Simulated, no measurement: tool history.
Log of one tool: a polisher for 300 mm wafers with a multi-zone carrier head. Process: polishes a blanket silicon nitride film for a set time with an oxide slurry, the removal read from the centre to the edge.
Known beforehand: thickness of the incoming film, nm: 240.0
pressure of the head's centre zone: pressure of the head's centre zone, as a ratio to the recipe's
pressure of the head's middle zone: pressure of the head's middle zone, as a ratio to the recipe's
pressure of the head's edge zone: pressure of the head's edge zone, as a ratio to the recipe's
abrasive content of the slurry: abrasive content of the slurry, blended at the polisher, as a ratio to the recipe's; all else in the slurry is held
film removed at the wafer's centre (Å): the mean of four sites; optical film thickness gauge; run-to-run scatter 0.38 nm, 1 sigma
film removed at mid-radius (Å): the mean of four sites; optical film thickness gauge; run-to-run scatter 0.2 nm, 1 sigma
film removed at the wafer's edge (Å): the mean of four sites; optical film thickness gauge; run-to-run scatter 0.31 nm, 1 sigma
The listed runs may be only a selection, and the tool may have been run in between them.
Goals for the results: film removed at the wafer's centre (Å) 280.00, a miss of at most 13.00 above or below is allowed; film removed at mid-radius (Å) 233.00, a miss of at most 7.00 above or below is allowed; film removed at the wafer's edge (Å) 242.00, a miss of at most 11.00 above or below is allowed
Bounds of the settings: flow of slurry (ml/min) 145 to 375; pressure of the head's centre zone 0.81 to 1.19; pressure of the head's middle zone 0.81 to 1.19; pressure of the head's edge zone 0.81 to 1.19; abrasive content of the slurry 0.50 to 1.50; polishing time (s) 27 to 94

run,hour,flow of slurry (ml/min),pressure of the head's centre zone,pressure of the head's middle zone,pressure of the head's edge zone,abrasive content of the slurry,polishing time (s),film removed at the wafer's centre (Å),film removed at mid-radius (Å),film removed at the wafer's edge (Å)
1,0.0,240,1.00,1.00,1.00,1.00,60,297.31,292.30,280.70
2,7.0,240,1.00,0.93,1.00,1.00,60,295.66,275.03,283.50
3,14.2,240,1.06,0.93,1.00,1.00,60,310.26,270.41,277.57
4,21.6,235,1.06,0.92,0.99,1.00,60,316.31,267.93,281.81
5,24.2,235,0.99,0.92,0.99,1.00,60,292.84,270.21,282.23
6,27.4,235,1.00,0.92,0.98,0.95,60,279.50,269.89,271.84
7,29.1,235,1.02,0.91,0.97,0.95,60,293.97,265.37,273.49
8,33.2,235,1.03,0.90,0.96,0.90,60,285.18,255.53,267.30
9,39.1,235,1.04,0.90,0.95,0.90,60,290.32,252.29,264.06
10,39.7,235,1.04,0.90,0.94,0.90,60,292.35,254.13,262.81

Exactly one of the 4 candidate moves below puts every result within its allowed miss. Which one?
A,40.3,280,1.00,0.92,0.87,0.75,57,?,?,?
B,40.3,145,1.06,0.96,1.01,0.55,71,?,?,?
C,40.3,255,0.98,0.87,0.92,0.90,56,?,?,?
D,40.3,180,1.08,0.87,0.88,0.85,60,?,?,?

move,film removed at the wafer's centre (Å),film removed at mid-radius (Å),film removed at the wafer's edge (Å)
A,252.72,232.95,221.65
B,254.94,231.45,235.91
C,260.32,235.77,240.19
D,282.83,233.65,236.56
A: brings the result that was furthest off to its target, and leaves another outside
B: brings the result that was furthest off to its target, and leaves another outside
C: brings the result that was furthest off to its target, and leaves another outside
D: all results in spec
Correct choice: D, which meets every target
